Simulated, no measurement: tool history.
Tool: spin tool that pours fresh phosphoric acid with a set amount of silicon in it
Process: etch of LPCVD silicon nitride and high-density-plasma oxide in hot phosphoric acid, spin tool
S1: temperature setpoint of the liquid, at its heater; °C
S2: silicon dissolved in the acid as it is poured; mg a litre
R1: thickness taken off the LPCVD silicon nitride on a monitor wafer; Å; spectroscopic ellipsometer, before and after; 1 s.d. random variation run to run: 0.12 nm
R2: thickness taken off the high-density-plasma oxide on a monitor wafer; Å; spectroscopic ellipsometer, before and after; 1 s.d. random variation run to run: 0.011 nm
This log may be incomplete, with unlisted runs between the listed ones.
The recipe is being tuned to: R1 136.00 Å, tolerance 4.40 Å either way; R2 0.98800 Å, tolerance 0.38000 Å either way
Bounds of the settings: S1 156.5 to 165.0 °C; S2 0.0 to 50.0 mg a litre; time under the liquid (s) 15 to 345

Run 1, hour 0.0: S1 160.0 °C, S2 23.5 mg a litre, time under the liquid (s) 175. Result: R1 190.84 Å, R2 2.52750 Å.
Run 2, hour 8.3: S1 160.0 °C, S2 28.5 mg a litre, time under the liquid (s) 175. Result: R1 187.81 Å, R2 1.76530 Å.
Run 3, hour 14.9: S1 160.0 °C, S2 29.0 mg a litre, time under the liquid (s) 170. Result: R1 183.78 Å, R2 1.93570 Å.
Run 4, hour 16.2: S1 159.5 °C, S2 30.0 mg a litre, time under the liquid (s) 165. Result: R1 175.73 Å, R2 1.53120 Å.
Run 5, hour 16.9: S1 159.5 °C, S2 30.0 mg a litre, time under the liquid (s) 160. Result: R1 167.45 Å, R2 1.76440 Å.
Run 6, hour 22.1: S1 159.5 °C, S2 19.0 mg a litre, time under the liquid (s) 160. Result: R1 169.15 Å, R2 2.60280 Å.
Run 7, hour 24.7: S1 159.0 °C, S2 21.0 mg a litre, time under the liquid (s) 160. Result: R1 165.11 Å, R2 2.39720 Å.
Run 8, hour 29.3: S1 159.0 °C, S2 23.0 mg a litre, time under the liquid (s) 160. Result: R1 165.94 Å, R2 2.08340 Å.
Run 9, hour 32.7: S1 157.0 °C, S2 37.0 mg a litre, time under the liquid (s) 130. Result: R1 128.55 Å, R2 0.79070 Å.
Run 10, hour 39.3: S1 157.0 °C, S2 36.5 mg a litre, time under the liquid (s) 130. Result: R1 126.07 Å, R2 0.78573 Å.
Run 11, hour 43.0: S1 158.0 °C, S2 35.5 mg a litre, time under the liquid (s) 130. Result: R1 131.82 Å, R2 0.89285 Å.

5 candidate next runs follow, results not yet known. Just one meets every target within its allowed miss. Identify it.
Run A, hour 46.7: S1 159.0 °C, S2 36.0 mg a litre, time under the liquid (s) 130. Result: R1 ?, R2 ?.
Run B, hour 46.7: S1 161.0 °C, S2 29.0 mg a litre, time under the liquid (s) 110. Result: R1 ?, R2 ?.
Run C, hour 46.7: S1 157.0 °C, S2 36.5 mg a litre, time under the liquid (s) 150. Result: R1 ?, R2 ?.
Run D, hour 46.7: S1 158.0 °C, S2 27.5 mg a litre, time under the liquid (s) 125. Result: R1 ?, R2 ?.
Run E, hour 46.7: S1 159.5 °C, S2 47.0 mg a litre, time under the liquid (s) 120. Result: R1 ?, R2 ?.

move      R1       R2
   A  135.39  1.06360
   B  122.52  1.42830
   C  145.97  1.02890
   D  125.85  1.37380
   E  127.10  0.56043
A: meets every target
B: the biggest miss grows against the last run
C: takes the result that was furthest off past its target
D: the biggest miss grows against the last run
E: the biggest miss grows against the last run
The right move is A.
